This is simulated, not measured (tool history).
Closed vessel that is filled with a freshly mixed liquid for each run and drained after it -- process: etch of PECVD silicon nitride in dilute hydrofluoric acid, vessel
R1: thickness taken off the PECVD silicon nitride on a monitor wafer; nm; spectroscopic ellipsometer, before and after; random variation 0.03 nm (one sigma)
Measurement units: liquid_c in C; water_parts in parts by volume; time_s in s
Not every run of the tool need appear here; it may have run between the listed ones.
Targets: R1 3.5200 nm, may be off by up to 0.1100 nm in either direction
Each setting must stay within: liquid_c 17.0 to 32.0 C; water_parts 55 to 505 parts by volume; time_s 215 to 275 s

run 1 hour=0.0 | liquid_c=24.0 water_parts=280 time_s=275 | R1=2.3181
run 2 hour=2.6 | liquid_c=25.5 water_parts=280 time_s=275 | R1=2.5278
run 3 hour=7.0 | liquid_c=25.5 water_parts=280 time_s=275 | R1=2.5233
run 4 hour=13.1 | liquid_c=27.0 water_parts=280 time_s=275 | R1=2.7924
run 5 hour=13.9 | liquid_c=28.0 water_parts=280 time_s=275 | R1=2.9701
run 6 hour=18.5 | liquid_c=28.0 water_parts=370 time_s=275 | R1=2.1847
run 7 hour=26.8 | liquid_c=29.0 water_parts=355 time_s=275 | R1=2.4586
run 8 hour=35.5 | liquid_c=29.5 water_parts=340 time_s=275 | R1=2.5979
run 9 hour=40.5 | liquid_c=30.0 water_parts=325 time_s=275 | R1=2.8183
run 10 hour=48.2 | liquid_c=30.5 water_parts=315 time_s=275 | R1=3.0189
run 11 hour=57.0 | liquid_c=31.0 water_parts=310 time_s=275 | R1=3.1850

Consider the 4 candidate settings below. Which is the only one whose results all fall within their allowed miss of target?
run A hour=65.8 | liquid_c=32.0 water_parts=290 time_s=270 | R1=?
run B hour=65.8 | liquid_c=32.0 water_parts=340 time_s=270 | R1=?
run C hour=65.8 | liquid_c=32.0 water_parts=305 time_s=265 | R1=?
run D hour=65.8 | liquid_c=31.5 water_parts=325 time_s=275 | R1=?

move=A R1=3.4906
move=B R1=2.9574
move=C R1=3.2508
move=D R1=3.0703
A: all results land within tolerance of their targets
B: moves away from the targets compared with the last run
C: gains on the last run, yet a result remains outside its allowed miss
D: moves away from the targets compared with the last run
So the answer is move A, the one that meets all the targets.

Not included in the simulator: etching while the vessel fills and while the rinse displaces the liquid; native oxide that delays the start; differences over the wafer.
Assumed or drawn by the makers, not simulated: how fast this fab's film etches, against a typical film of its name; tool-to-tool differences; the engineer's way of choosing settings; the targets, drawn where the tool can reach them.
